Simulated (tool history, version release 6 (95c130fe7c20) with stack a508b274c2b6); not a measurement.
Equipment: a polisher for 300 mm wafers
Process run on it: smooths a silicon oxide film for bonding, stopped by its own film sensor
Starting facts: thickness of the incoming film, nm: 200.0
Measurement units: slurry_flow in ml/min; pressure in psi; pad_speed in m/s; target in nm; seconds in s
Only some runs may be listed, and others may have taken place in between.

run,hour,slurry_flow,pressure,pad_speed,slurry_solids,target,seconds
1,0,215,2.3,0.9,1,156,60.601
2,1.1,215,2.1,0.88,1,156,68.517
3,6.8,215,2.1,0.88,1,156,67.732
4,11.1,215,2.1,0.88,0.9,156,70.992
5,17,215,2,0.88,0.9,156,73.503
6,19.6,215,2,0.88,1.1,156,70.596
7,26.4,215,1.9,0.88,1.1,156,72.379
8,32,215,1.8,0.86,1.1,156,79.633
9,36.2,215,1.7,0.86,1.1,156,81.394

Predict the results of run 10:
10,42.9,215,1.6,0.86,1.1,156,?

{"run 10": {"seconds": 88.033}}

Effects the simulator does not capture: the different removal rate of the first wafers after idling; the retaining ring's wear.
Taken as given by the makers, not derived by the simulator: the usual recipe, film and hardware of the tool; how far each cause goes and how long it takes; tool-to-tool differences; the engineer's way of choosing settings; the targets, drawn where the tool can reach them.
